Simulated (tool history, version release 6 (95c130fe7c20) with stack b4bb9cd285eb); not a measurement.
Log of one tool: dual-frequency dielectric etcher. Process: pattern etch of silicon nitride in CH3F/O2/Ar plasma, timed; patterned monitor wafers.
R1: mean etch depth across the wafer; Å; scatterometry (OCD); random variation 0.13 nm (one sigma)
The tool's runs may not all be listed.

run 1 hour=0.0 | source_power_(kW)=0.340 bias_power_(kW)=0.073 etch_time_(s)=62 | R1=429.27
run 2 hour=6.8 | source_power_(kW)=0.340 bias_power_(kW)=0.073 etch_time_(s)=62 | R1=431.66
run 3 hour=13.3 | source_power_(kW)=0.360 bias_power_(kW)=0.073 etch_time_(s)=62 | R1=442.62
run 4 hour=17.6 | source_power_(kW)=0.380 bias_power_(kW)=0.075 etch_time_(s)=62 | R1=456.33
run 5 hour=22.5 | source_power_(kW)=0.380 bias_power_(kW)=0.080 etch_time_(s)=62 | R1=470.05
run 6 hour=26.1 | source_power_(kW)=0.380 bias_power_(kW)=0.070 etch_time_(s)=62 | R1=442.20

The next listed run, before its measurement:
run 7 hour=30.8 | source_power_(kW)=0.400 bias_power_(kW)=0.073 etch_time_(s)=62 | R1=?

Run 7 gave R1 458.75 Å.

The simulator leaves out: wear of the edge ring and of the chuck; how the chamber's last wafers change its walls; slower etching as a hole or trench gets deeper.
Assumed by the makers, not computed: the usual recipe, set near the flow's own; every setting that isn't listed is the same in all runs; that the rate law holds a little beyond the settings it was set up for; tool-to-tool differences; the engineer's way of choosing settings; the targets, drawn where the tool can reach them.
